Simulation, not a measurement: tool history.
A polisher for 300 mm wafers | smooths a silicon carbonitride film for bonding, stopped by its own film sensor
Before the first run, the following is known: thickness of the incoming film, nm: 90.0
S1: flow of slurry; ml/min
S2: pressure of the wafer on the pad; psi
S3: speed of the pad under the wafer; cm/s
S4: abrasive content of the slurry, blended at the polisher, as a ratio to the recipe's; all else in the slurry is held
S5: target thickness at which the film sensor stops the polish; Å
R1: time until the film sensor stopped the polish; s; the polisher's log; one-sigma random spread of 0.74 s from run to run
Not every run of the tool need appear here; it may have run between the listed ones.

| run | hour | S1 | S2 | S3 | S4 | S5 | R1 |
|---|---|---|---|---|---|---|---|
| 1 | 0 | 210 | 2 | 112 | 1 | 620 | 109.37 |
| 2 | 5.9 | 210 | 2 | 112 | 0.85 | 620 | 120.86 |
| 3 | 7.2 | 215 | 2.1 | 112 | 0.85 | 620 | 114.39 |
| 4 | 11.3 | 215 | 2.1 | 112 | 0.85 | 600 | 122.04 |
| 5 | 19.9 | 215 | 2.1 | 112 | 0.85 | 620 | 116.15 |
| 6 | 28.9 | 215 | 2.1 | 112 | 0.85 | 600 | 120.24 |
| 7 | 31.7 | 215 | 2.1 | 112 | 0.85 | 600 | 123.55 |
| 8 | 36.1 | 215 | 2.1 | 112 | 0.85 | 600 | 122.76 |

Run 9 has not been measured yet. What should we expect?
| 9 | 44.2 | 220 | 2.2 | 112 | 0.85 | 600 | ? |

{"run 9": {"R1": 118.79}}

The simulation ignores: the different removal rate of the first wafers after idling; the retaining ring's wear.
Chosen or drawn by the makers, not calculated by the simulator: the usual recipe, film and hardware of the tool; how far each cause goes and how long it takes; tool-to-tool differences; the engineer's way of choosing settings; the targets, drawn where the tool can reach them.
